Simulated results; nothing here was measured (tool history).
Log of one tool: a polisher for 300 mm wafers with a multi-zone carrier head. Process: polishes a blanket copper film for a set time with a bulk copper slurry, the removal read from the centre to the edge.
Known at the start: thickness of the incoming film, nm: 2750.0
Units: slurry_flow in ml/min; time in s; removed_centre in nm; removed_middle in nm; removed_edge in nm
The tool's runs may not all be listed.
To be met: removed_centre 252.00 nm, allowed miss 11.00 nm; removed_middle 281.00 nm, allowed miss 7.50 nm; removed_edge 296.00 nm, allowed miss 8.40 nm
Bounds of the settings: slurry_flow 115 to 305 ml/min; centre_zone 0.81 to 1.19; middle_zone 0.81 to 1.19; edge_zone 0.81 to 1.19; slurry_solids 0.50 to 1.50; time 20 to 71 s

Run 1, hour 0.0: slurry_flow 195 ml/min, centre_zone 1.00, middle_zone 1.00, edge_zone 1.00, slurry_solids 1.00, time 45 s. Result: removed_centre 503.41 nm, removed_middle 469.43 nm, removed_edge 457.73 nm.
Run 2, hour 5.7: slurry_flow 175 ml/min, centre_zone 0.94, middle_zone 0.99, edge_zone 1.01, slurry_solids 0.85, time 41 s. Result: removed_centre 406.45 nm, removed_middle 406.53 nm, removed_edge 408.47 nm.
Run 3, hour 11.1: slurry_flow 220 ml/min, centre_zone 0.94, middle_zone 0.99, edge_zone 1.01, slurry_solids 0.85, time 41 s. Result: removed_centre 422.96 nm, removed_middle 429.05 nm, removed_edge 417.90 nm.
Run 4, hour 19.6: slurry_flow 200 ml/min, centre_zone 0.90, middle_zone 0.97, edge_zone 0.99, slurry_solids 0.75, time 38 s. Result: removed_centre 369.37 nm, removed_middle 373.27 nm, removed_edge 371.27 nm.
Run 5, hour 27.7: slurry_flow 200 ml/min, centre_zone 0.90, middle_zone 0.97, edge_zone 0.94, slurry_solids 0.75, time 38 s. Result: removed_centre 358.07 nm, removed_middle 376.34 nm, removed_edge 365.67 nm.
At hour 35.4: centre zone pressure recalibrated.
Run 6, hour 35.4: slurry_flow 175 ml/min, centre_zone 0.87, middle_zone 0.96, edge_zone 0.94, slurry_solids 0.70, time 37 s. Result: removed_centre 301.48 nm, removed_middle 350.23 nm, removed_edge 345.19 nm.
Run 7, hour 41.1: slurry_flow 145 ml/min, centre_zone 0.88, middle_zone 0.86, edge_zone 0.84, slurry_solids 0.50, time 35 s. Result: removed_centre 269.27 nm, removed_middle 284.19 nm, removed_edge 293.40 nm.
Run 8, hour 47.9: slurry_flow 140 ml/min, centre_zone 0.87, middle_zone 0.86, edge_zone 0.85, slurry_solids 0.50, time 35 s. Result: removed_centre 268.45 nm, removed_middle 278.94 nm, removed_edge 294.79 nm.
Run 9, hour 48.7: slurry_flow 140 ml/min, centre_zone 0.86, middle_zone 0.87, edge_zone 0.85, slurry_solids 0.50, time 35 s. Result: removed_centre 260.78 nm, removed_middle 285.78 nm, removed_edge 295.68 nm.

5 next moves are on the table. One of them brings every result within its allowed miss. Which?
Run A, hour 49.5: slurry_flow 155 ml/min, centre_zone 0.91, middle_zone 0.88, edge_zone 0.81, slurry_solids 0.50, time 34 s. Result: removed_centre ?, removed_middle ?, removed_edge ?.
Run B, hour 49.5: slurry_flow 175 ml/min, centre_zone 0.82, middle_zone 0.87, edge_zone 0.90, slurry_solids 0.55, time 33 s. Result: removed_centre ?, removed_middle ?, removed_edge ?.
Run C, hour 49.5: slurry_flow 160 ml/min, centre_zone 0.89, middle_zone 0.89, edge_zone 0.83, slurry_solids 0.50, time 34 s. Result: removed_centre ?, removed_middle ?, removed_edge ?.
Run D, hour 49.5: slurry_flow 170 ml/min, centre_zone 0.86, middle_zone 0.81, edge_zone 0.81, slurry_solids 0.50, time 36 s. Result: removed_centre ?, removed_middle ?, removed_edge ?.
Run E, hour 49.5: slurry_flow 130 ml/min, centre_zone 0.92, middle_zone 0.94, edge_zone 0.84, slurry_solids 0.55, time 35 s. Result: removed_centre ?, removed_middle ?, removed_edge ?.

move  removed_centre  removed_middle  removed_edge
   A          277.89          284.88        282.41
   B          251.66          283.18        295.01
   C          273.81          289.48        286.78
   D          283.72          287.43        303.40
   E          278.29          299.38        288.93
A: further off than the last run
B: meets every target
C: further off than the last run
D: further off than the last run
E: further off than the last run
Move B is the one to make.
